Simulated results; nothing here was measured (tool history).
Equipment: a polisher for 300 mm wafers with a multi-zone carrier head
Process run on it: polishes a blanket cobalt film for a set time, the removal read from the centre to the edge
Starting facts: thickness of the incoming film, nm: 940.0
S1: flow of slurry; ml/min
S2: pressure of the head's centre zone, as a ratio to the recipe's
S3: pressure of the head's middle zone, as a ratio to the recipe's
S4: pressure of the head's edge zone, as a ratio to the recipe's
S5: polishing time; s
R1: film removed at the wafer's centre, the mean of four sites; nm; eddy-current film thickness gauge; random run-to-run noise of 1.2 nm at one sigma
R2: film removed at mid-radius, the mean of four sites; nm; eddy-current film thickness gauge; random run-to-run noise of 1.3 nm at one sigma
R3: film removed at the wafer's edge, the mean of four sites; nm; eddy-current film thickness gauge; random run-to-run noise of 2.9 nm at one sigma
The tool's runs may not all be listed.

run    day   S1    S2    S3    S4  S5      R1      R2      R3
  1  0.000  180  1.00  1.00  1.00  39  296.25  301.92  308.98
  2  0.200  180  1.03  1.00  1.00  39  310.08  306.08  303.60
  3  0.512  175  1.01  0.99  0.96  35  273.31  270.33  268.28
  4  0.625  170  0.99  0.98  0.93  32  244.25  241.81  247.79
  5  0.692  170  1.07  0.98  0.93  32  261.72  243.92  242.67
  6  0.733  170  1.07  0.98  0.93  37  305.38  279.79  284.76
  7  0.962  180  1.04  0.98  0.92  33  261.95  248.81  250.88
  8  1.283  180  1.02  0.98  0.90  31  245.54  236.25  235.18
  9  1.546  195  1.00  0.97  0.89  29  224.95  220.68  217.74
 10  1.846  195  1.00  0.97  0.89  29  226.58  222.89  219.78
 11  1.883  195  1.00  0.97  0.89  29  227.00  221.13  217.30
 12  2.242  205  0.97  0.96  0.87  29  220.81  218.28  216.86
 13  2.596  215  0.96  0.95  0.86  28  209.47  213.42  213.59
 14  2.967  210  0.96  0.95  0.85  27  203.62  203.96  205.32

Run 15 has not been measured yet. What should we expect?
 15  3.092  210  0.96  0.95  0.84  27   ?   ?   ?

R1: 204.50 nm
R2: 205.19 nm
R3: 202.74 nm
